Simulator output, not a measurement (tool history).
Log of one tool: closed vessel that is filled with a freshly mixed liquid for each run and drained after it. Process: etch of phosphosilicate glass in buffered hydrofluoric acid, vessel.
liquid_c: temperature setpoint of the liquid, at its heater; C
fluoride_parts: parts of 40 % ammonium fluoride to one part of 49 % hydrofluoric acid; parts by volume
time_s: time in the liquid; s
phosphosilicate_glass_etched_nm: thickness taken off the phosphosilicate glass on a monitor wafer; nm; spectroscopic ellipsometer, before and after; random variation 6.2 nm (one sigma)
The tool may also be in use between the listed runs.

run  hour  liquid_c  fluoride_parts  time_s  phosphosilicate_glass_etched_nm
  1     0        21             9.5     100                           316.26
  2   7.6        24             9.5     100                           368.77
  3  13.8        25               9     100                           415.84
  4  18.5        28               9     100                           488.96
  5  24.4        28               9     110                            533.5
  6  32.6        29               9     110                           557.02

Forecast run 7:
  7  40.8        29             8.5     110                                ?

{"run 7": {"phosphosilicate_glass_etched_nm": 584.48}}
